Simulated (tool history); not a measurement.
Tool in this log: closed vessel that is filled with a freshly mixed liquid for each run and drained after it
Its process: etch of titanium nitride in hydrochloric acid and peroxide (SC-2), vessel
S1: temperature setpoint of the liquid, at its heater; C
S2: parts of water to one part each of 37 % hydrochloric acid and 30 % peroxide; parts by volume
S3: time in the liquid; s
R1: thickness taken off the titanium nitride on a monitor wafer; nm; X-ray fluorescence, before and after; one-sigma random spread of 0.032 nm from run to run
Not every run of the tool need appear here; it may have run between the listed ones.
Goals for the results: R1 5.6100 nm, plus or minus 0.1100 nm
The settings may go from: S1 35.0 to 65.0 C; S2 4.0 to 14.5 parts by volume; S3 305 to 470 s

run	hour	S1	S2	S3	R1
1	0.0	49.0	8.0	470	12.1840
2	2.8	45.5	8.0	470	9.6630
3	10.0	45.5	10.0	470	8.0263
4	16.4	40.0	10.0	470	5.4353
5	23.7	40.0	12.5	470	4.4955
6	33.1	40.0	12.5	470	4.5120
7	38.2	41.0	12.5	470	4.8709
8	42.4	41.5	12.5	470	4.9812
9	44.9	42.0	12.5	470	5.2057
10	47.7	42.5	12.5	470	5.4331

Which single option among these 5 for the next run brings every result within its allowed miss of target? Just one does.
A	50.5	45.0	14.0	470	?
B	50.5	45.5	14.5	470	?
C	50.5	42.5	12.0	470	?
D	50.5	52.0	14.5	310	?
E	50.5	41.5	10.5	470	?

move	R1
A	5.8259
B	5.8467
C	5.5986
D	5.9687
E	5.8459
A: the result that was furthest off in the last run now lies on the other side of its target
B: the result that was furthest off in the last run now lies on the other side of its target
C: hits every target within its allowed miss
D: the result that was furthest off in the last run now lies on the other side of its target
E: the result that was furthest off in the last run now lies on the other side of its target
C is the move that brings every result within its allowed miss.
